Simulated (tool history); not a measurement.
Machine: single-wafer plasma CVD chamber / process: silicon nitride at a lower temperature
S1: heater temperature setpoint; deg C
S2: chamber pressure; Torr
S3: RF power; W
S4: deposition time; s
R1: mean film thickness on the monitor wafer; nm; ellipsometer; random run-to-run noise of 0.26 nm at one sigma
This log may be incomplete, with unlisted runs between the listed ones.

run  hour   S1    S2   S3    S4      R1
  1   0.0  370  2.00  340  38.5  52.912
  2   2.2  370  1.75  340  38.5  50.168
  3   6.0  370  1.91  350  38.5  53.010
  4  12.8  376  1.91  350  38.5  53.003
  5  15.2  376  2.05  355  38.5  54.511
  6  18.0  368  2.05  355  38.5  54.443
  7  24.1  368  2.16  365  38.5  56.552
  8  26.9  368  2.25  370  38.5  57.272
  9  28.7  368  2.32  375  38.5  59.010

What will run 10 give?
 10  29.3  368  2.39  380  38.5   ?

For run 10 the tool returned R1 60.036 nm.

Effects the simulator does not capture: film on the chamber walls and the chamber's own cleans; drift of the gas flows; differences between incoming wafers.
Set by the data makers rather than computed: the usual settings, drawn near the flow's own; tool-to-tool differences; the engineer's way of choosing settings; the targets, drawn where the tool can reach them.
